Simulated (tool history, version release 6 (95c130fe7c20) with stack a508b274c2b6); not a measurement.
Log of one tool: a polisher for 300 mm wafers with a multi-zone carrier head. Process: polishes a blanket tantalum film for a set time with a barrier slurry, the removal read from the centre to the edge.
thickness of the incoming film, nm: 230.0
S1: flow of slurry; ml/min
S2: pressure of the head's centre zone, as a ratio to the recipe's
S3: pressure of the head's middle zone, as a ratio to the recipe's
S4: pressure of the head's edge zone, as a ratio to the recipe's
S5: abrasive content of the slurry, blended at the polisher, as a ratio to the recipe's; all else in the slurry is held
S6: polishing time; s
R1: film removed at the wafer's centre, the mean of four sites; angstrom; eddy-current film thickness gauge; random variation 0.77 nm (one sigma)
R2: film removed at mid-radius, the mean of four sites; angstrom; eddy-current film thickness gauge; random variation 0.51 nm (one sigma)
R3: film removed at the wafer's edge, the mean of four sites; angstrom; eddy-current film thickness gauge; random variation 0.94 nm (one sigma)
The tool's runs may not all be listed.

Run 1, hour 0: S1 265 ml/min, S2 1, S3 1, S4 1, S5 1, S6 55 s. Result: R1 546.54 angstrom, R2 551.46 angstrom, R3 581.17 angstrom.
Run 2, hour 4.8: S1 215 ml/min, S2 1, S3 1, S4 1, S5 1, S6 55 s. Result: R1 540.64 angstrom, R2 533.18 angstrom, R3 561.91 angstrom.
Run 3, hour 8.5: S1 215 ml/min, S2 1, S3 1, S4 1, S5 0.9, S6 55 s. Result: R1 524.89 angstrom, R2 518.98 angstrom, R3 548.44 angstrom.
Run 4, hour 15.4: S1 215 ml/min, S2 1, S3 1, S4 1.03, S5 0.9, S6 55 s. Result: R1 519.08 angstrom, R2 524.21 angstrom, R3 555.83 angstrom.
Run 5, hour 19.8: S1 230 ml/min, S2 1.02, S3 1.03, S4 1.05, S5 1, S6 55 s. Result: R1 541.51 angstrom, R2 553.34 angstrom, R3 567.16 angstrom.
Run 6, hour 22.9: S1 245 ml/min, S2 1.03, S3 1.04, S4 1.06, S5 1.1, S6 56 s. Result: R1 581.02 angstrom, R2 592.39 angstrom, R3 608.93 angstrom.

The next listed run, before its measurement:
Run 7, hour 31.5: S1 260 ml/min, S2 1.04, S3 1.05, S4 1.07, S5 1.15, S6 56 s. Result: R1 ?, R2 ?, R3 ?.

Run 7 gave R1 599.83 angstrom, R2 600.03 angstrom, R3 618.76 angstrom.
